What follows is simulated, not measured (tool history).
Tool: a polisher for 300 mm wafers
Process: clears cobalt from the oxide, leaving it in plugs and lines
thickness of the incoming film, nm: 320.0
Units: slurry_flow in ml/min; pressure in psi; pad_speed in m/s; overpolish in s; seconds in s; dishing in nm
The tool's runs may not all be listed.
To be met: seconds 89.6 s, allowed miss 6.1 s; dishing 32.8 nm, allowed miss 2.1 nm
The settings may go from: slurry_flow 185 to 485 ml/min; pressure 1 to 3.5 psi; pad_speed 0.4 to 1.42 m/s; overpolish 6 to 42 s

{"run": 1, "hour": 0.0, "slurry_flow": 310, "pressure": 2.2, "pad_speed": 0.9, "overpolish": 21, "seconds": 72.156, "dishing": 41.192}
{"run": 2, "hour": 3.7, "slurry_flow": 310, "pressure": 2.1, "pad_speed": 0.9, "overpolish": 19, "seconds": 73.144, "dishing": 39.158}
{"run": 3, "hour": 7.6, "slurry_flow": 240, "pressure": 2.1, "pad_speed": 0.9, "overpolish": 19, "seconds": 76.068, "dishing": 38.462}
{"run": 4, "hour": 11.2, "slurry_flow": 240, "pressure": 2, "pad_speed": 0.9, "overpolish": 18, "seconds": 78.362, "dishing": 36.697}
{"run": 5, "hour": 18.6, "slurry_flow": 240, "pressure": 2, "pad_speed": 0.9, "overpolish": 25, "seconds": 79.408, "dishing": 41.598}
{"run": 6, "hour": 23.9, "slurry_flow": 185, "pressure": 2, "pad_speed": 0.9, "overpolish": 25, "seconds": 86.986, "dishing": 42.687}
{"run": 7, "hour": 28.8, "slurry_flow": 190, "pressure": 1.9, "pad_speed": 0.9, "overpolish": 23, "seconds": 86.416, "dishing": 41.888}
{"run": 8, "hour": 36.8, "slurry_flow": 195, "pressure": 1.9, "pad_speed": 0.88, "overpolish": 20, "seconds": 90.322, "dishing": 38.299}
{"run": 9, "hour": 42.2, "slurry_flow": 200, "pressure": 1.9, "pad_speed": 0.88, "overpolish": 18, "seconds": 86.543, "dishing": 35.266}

Which of these 5 next moves meets every target?
{"run": "A", "hour": 47.6, "slurry_flow": 185, "pressure": 1.8, "pad_speed": 0.9, "overpolish": 23, "seconds": "?", "dishing": "?"}
{"run": "B", "hour": 47.6, "slurry_flow": 225, "pressure": 1.4, "pad_speed": 0.88, "overpolish": 18, "seconds": "?", "dishing": "?"}
{"run": "C", "hour": 47.6, "slurry_flow": 225, "pressure": 1.8, "pad_speed": 0.84, "overpolish": 21, "seconds": "?", "dishing": "?"}
{"run": "D", "hour": 47.6, "slurry_flow": 205, "pressure": 2, "pad_speed": 0.96, "overpolish": 14, "seconds": "?", "dishing": "?"}
{"run": "E", "hour": 47.6, "slurry_flow": 280, "pressure": 2.6, "pad_speed": 0.64, "overpolish": 16, "seconds": "?", "dishing": "?"}

move=A seconds=87.705 dishing=40.535
move=B seconds=102.06 dishing=32.747
move=C seconds=90.894 dishing=38.107
move=D seconds=75.367 dishing=33.705
move=E seconds=88.625 dishing=33.184
A: further off than the last run
B: brings the result that was furthest off to its target, and leaves another outside
C: further off than the last run
D: brings the result that was furthest off to its target, and leaves another outside
E: meets every target
The right move is E.
